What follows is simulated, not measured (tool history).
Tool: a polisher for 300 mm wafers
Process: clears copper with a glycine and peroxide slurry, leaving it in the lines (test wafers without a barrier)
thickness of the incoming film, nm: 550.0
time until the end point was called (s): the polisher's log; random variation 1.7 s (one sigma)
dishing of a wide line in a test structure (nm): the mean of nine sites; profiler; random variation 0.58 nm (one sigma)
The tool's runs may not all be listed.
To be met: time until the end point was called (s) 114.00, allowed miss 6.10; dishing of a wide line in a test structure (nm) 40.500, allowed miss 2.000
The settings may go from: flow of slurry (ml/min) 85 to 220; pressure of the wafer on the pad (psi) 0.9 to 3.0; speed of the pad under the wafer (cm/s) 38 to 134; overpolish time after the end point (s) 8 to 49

run	day	flow of slurry (ml/min)	pressure of the wafer on the pad (psi)	speed of the pad under the wafer (cm/s)	overpolish time after the end point (s)	time until the end point was called (s)	dishing of a wide line in a test structure (nm)
1	0.000	140	1.9	86	25	153.21	35.182
2	0.212	140	2.3	86	25	133.87	35.739
3	0.342	120	2.3	86	25	140.73	35.790
4	0.396	125	2.4	86	26	135.53	36.746
5	0.500	130	2.5	86	27	131.61	37.820
6	0.638	130	2.5	86	35	132.83	39.681
7	0.867	135	2.6	86	35	127.39	39.323
8	1.054	135	2.7	86	35	126.98	39.390
9	1.354	135	2.8	86	35	120.81	40.758
10	1.400	135	2.8	86	34	124.31	39.761

Which of these 5 next moves meets every target?
A	1.446	90	3.0	106	47	?	?
B	1.446	125	2.7	84	40	?	?
C	1.446	130	2.9	84	21	?	?
D	1.446	150	2.7	70	33	?	?
E	1.446	145	2.5	104	23	?	?

move	time until the end point was called (s)	dishing of a wide line in a test structure (nm)
A	114.43	40.280
B	132.04	40.571
C	125.66	34.961
D	144.32	39.424
E	114.28	36.432
A: meets every target
B: further off than the last run
C: further off than the last run
D: further off than the last run
E: brings the result that was furthest off to its target, and leaves another outside
The right move is A.
